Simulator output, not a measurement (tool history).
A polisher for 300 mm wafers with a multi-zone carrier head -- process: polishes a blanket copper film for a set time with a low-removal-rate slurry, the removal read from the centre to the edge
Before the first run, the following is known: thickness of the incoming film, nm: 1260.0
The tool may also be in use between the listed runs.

| run | day | flow of slurry (ml/min) | pressure of the head's centre zone | pressure of the head's middle zone | pressure of the head's edge zone | abrasive content of the slurry | polishing time (s) | film removed at the wafer's centre (Å) | film removed at mid-radius (Å) | film removed at the wafer's edge (Å) |
|---|---|---|---|---|---|---|---|---|---|---|
| 1 | 0.000 | 225 | 1.00 | 1.00 | 1.00 | 1.00 | 31 | 1316.60 | 1372.90 | 1368.60 |
| 2 | 0.042 | 225 | 1.00 | 1.00 | 0.94 | 1.00 | 31 | 1325.60 | 1329.00 | 1332.00 |
| 3 | 0.212 | 225 | 1.00 | 1.03 | 0.93 | 0.95 | 29 | 1221.50 | 1288.40 | 1220.00 |
| 4 | 0.554 | 225 | 1.00 | 1.03 | 0.93 | 1.10 | 29 | 1301.70 | 1319.30 | 1282.80 |
| 5 | 0.825 | 225 | 1.00 | 1.03 | 0.93 | 1.10 | 21 | 923.48 | 968.44 | 893.83 |
| 6 | 0.875 | 225 | 1.05 | 1.03 | 0.93 | 1.10 | 21 | 962.59 | 971.41 | 913.82 |
| 7 | 0.950 | 225 | 1.04 | 1.04 | 0.92 | 1.05 | 21 | 950.94 | 935.91 | 904.19 |
| 8 | 1.021 | 225 | 1.04 | 1.04 | 0.92 | 1.05 | 21 | 956.80 | 946.67 | 907.08 |
| 9 | 1.154 | 215 | 0.97 | 1.14 | 0.82 | 0.80 | 19 | 738.94 | 856.23 | 710.92 |
| 10 | 1.525 | 220 | 0.97 | 1.14 | 0.82 | 0.80 | 19 | 735.29 | 831.95 | 716.52 |

Forecast run 11:
| 11 | 1.729 | 220 | 0.97 | 1.15 | 0.82 | 0.80 | 19 | ? | ? | ? |

film removed at the wafer's centre (Å): 733.61
film removed at mid-radius (Å): 852.02
film removed at the wafer's edge (Å): 706.76
